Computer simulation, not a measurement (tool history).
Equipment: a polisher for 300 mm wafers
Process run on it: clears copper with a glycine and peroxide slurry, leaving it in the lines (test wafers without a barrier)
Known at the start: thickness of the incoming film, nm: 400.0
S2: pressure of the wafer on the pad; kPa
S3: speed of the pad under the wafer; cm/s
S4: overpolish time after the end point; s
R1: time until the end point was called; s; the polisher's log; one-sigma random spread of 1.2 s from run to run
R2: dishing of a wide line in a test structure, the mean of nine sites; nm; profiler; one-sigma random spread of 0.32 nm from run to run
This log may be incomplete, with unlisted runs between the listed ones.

Run 1, hour 0.0: flow of slurry (ml/min) 270, S2 17.2 kPa, S3 84 cm/s, S4 12 s. Result: R1 75.034 s, R2 41.2070 nm.
Run 2, hour 3.0: flow of slurry (ml/min) 245, S2 17.2 kPa, S3 84 cm/s, S4 12 s. Result: R1 77.140 s, R2 41.8080 nm.
Run 3, hour 5.5: flow of slurry (ml/min) 245, S2 13.1 kPa, S3 84 cm/s, S4 12 s. Result: R1 94.511 s, R2 35.0870 nm.
Run 4, hour 6.5: flow of slurry (ml/min) 270, S2 12.4 kPa, S3 86 cm/s, S4 11 s. Result: R1 97.797 s, R2 31.6780 nm.
Run 5, hour 8.7: flow of slurry (ml/min) 270, S2 12.4 kPa, S3 68 cm/s, S4 11 s. Result: R1 109.210 s, R2 28.4210 nm.
Run 6, hour 12.9: flow of slurry (ml/min) 295, S2 13.8 kPa, S3 64 cm/s, S4 10 s. Result: R1 110.670 s, R2 26.8500 nm.
Run 7, hour 17.2: flow of slurry (ml/min) 220, S2 9.0 kPa, S3 88 cm/s, S4 4 s. Result: R1 122.020 s, R2 9.9253 nm.

The next listed run, before its measurement:
At hour 19.8: head pressure recalibrated.
Run 8, hour 19.8: flow of slurry (ml/min) 220, S2 9.7 kPa, S3 90 cm/s, S4 4 s. Result: R1 ?, R2 ?.

{"run 8": {"R1": 123.52, "R2": 9.8006}}
